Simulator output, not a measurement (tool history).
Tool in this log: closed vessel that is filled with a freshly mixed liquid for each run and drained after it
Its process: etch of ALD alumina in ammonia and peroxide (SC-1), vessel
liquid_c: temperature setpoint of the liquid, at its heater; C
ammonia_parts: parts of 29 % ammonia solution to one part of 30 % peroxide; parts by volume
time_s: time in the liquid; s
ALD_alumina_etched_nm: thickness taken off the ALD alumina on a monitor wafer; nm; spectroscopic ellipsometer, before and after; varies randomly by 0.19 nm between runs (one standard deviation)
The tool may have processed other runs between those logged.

run,day,liquid_c,ammonia_parts,time_s,ALD_alumina_etched_nm
1,0,59,0.7,875,76.182
2,0.346,59,0.55,875,74.436
3,0.683,58.5,0.55,875,72.275
4,0.879,58.5,0.55,875,72.686
5,1.217,58.5,0.7,875,74.657
6,1.4,58,0.7,875,72.385
7,1.579,57.5,0.7,875,70.087
8,1.833,57,0.7,875,68.755
9,2.221,56.5,0.7,875,66.536

Run 10 has not been measured yet. What should we expect?
10,2.546,56,0.7,875,?

For run 10 the tool returned ALD_alumina_etched_nm 65.157 nm.
